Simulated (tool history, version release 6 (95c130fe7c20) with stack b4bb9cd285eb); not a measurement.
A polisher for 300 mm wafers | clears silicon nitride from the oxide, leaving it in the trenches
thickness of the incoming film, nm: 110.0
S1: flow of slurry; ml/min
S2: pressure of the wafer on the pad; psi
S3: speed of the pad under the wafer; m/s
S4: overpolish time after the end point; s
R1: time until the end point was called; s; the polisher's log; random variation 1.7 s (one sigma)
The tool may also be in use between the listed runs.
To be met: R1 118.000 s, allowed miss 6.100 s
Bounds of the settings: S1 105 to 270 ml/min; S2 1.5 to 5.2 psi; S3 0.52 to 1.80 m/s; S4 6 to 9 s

run    day   S1   S2    S3  S4       R1
  1  0.000  175  3.3  1.16   9   74.859
  2  0.358  175  3.1  1.16   9   81.106
  3  0.588  205  3.1  1.16   9   77.314
  4  0.654  205  2.9  1.16   9   83.388
  5  0.988  205  2.7  1.16   9   91.127
  6  1.258  225  2.7  1.16   9   88.890
  7  1.408  225  2.6  1.16   9   93.552
  8  1.654  225  2.5  1.16   9   98.555
  9  1.892  225  2.4  1.16   9  100.760
 10  2.050  225  2.3  1.16   9  102.880
 11  2.092  225  1.8  1.14   9  131.200

Which of these 4 next moves meets every target?
  A  2.133  270  1.9  1.34   9   ?
  B  2.133  215  2.3  1.18   9   ?
  C  2.133  255  2.0  1.36   6   ?
  D  2.133  225  2.1  1.14   9   ?

move       R1
   A  108.170
   B  104.590
   C  102.140
   D  117.340
A: takes the result that was furthest off past its target
B: takes the result that was furthest off past its target
C: takes the result that was furthest off past its target
D: meets every target
The right move is D.

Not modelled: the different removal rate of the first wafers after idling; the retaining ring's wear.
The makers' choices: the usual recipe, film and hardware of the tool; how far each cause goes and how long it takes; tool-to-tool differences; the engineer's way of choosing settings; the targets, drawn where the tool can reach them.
